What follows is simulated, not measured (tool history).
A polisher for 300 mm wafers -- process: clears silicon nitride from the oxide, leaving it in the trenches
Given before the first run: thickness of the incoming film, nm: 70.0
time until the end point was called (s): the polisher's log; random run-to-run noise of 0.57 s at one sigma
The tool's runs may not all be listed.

run	day	flow of slurry (ml/min)	pressure of the wafer on the pad (kPa)	speed of the pad under the wafer (cm/s)	overpolish time after the end point (s)	time until the end point was called (s)
1	0	270	16.5	114	30	78.126
2	0.15	270	16.5	114	30	79.075
3	0.492	270	16.5	114	30	78.417
4	0.658	270	19.3	114	30	66.083
5	0.896	270	20.7	114	30	62.372
6	1.112	270	22.1	116	30	56.872
7	1.408	270	22.8	118	30	55.449
8	1.508	270	23.4	120	30	52.948

What does the tool deliver on the next run?
9	1.633	270	23.4	120	30	?

time until the end point was called (s): 53.223
